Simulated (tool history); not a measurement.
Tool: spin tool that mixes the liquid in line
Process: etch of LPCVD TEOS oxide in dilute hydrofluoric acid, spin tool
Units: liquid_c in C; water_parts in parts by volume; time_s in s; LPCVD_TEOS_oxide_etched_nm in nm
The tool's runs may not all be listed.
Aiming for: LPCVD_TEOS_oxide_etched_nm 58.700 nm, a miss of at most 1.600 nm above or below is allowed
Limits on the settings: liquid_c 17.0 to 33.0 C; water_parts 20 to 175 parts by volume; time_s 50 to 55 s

{"run": 1, "day": 0.0, "liquid_c": 25.0, "water_parts": 95, "time_s": 50, "LPCVD_TEOS_oxide_etched_nm": 20.087}
{"run": 2, "day": 0.317, "liquid_c": 26.5, "water_parts": 80, "time_s": 50, "LPCVD_TEOS_oxide_etched_nm": 25.618}
{"run": 3, "day": 0.408, "liquid_c": 28.0, "water_parts": 70, "time_s": 50, "LPCVD_TEOS_oxide_etched_nm": 31.72}
{"run": 4, "day": 0.738, "liquid_c": 25.5, "water_parts": 70, "time_s": 50, "LPCVD_TEOS_oxide_etched_nm": 28.909}
{"run": 5, "day": 0.825, "liquid_c": 25.5, "water_parts": 70, "time_s": 50, "LPCVD_TEOS_oxide_etched_nm": 28.763}
{"run": 6, "day": 0.962, "liquid_c": 27.5, "water_parts": 70, "time_s": 50, "LPCVD_TEOS_oxide_etched_nm": 30.776}
{"run": 7, "day": 1.012, "liquid_c": 28.5, "water_parts": 60, "time_s": 50, "LPCVD_TEOS_oxide_etched_nm": 38.406}
{"run": 8, "day": 1.329, "liquid_c": 29.5, "water_parts": 55, "time_s": 50, "LPCVD_TEOS_oxide_etched_nm": 43.61}
{"run": 9, "day": 1.596, "liquid_c": 33.0, "water_parts": 45, "time_s": 50, "LPCVD_TEOS_oxide_etched_nm": 62.03}
{"run": 10, "day": 1.775, "liquid_c": 33.0, "water_parts": 45, "time_s": 50, "LPCVD_TEOS_oxide_etched_nm": 62.913}

Consider the 5 candidate settings below. Which is the only one whose results all fall within their allowed miss of target?
{"run": "A", "day": 1.954, "liquid_c": 32.5, "water_parts": 40, "time_s": 50, "LPCVD_TEOS_oxide_etched_nm": "?"}
{"run": "B", "day": 1.954, "liquid_c": 32.5, "water_parts": 50, "time_s": 50, "LPCVD_TEOS_oxide_etched_nm": "?"}
{"run": "C", "day": 1.954, "liquid_c": 33.0, "water_parts": 50, "time_s": 50, "LPCVD_TEOS_oxide_etched_nm": "?"}
{"run": "D", "day": 1.954, "liquid_c": 31.5, "water_parts": 45, "time_s": 50, "LPCVD_TEOS_oxide_etched_nm": "?"}
{"run": "E", "day": 1.954, "liquid_c": 32.5, "water_parts": 45, "time_s": 50, "LPCVD_TEOS_oxide_etched_nm": "?"}

move=A LPCVD_TEOS_oxide_etched_nm=69.764
move=B LPCVD_TEOS_oxide_etched_nm=54.900
move=C LPCVD_TEOS_oxide_etched_nm=55.963
move=D LPCVD_TEOS_oxide_etched_nm=59.160
move=E LPCVD_TEOS_oxide_etched_nm=61.502
A: misses by more than the last run did
B: takes the biggest miss from the last run beyond its target
C: takes the biggest miss from the last run beyond its target
D: meets every target
E: moves toward the targets from the last run without getting all of them in spec
D is the move that brings every result within its allowed miss.
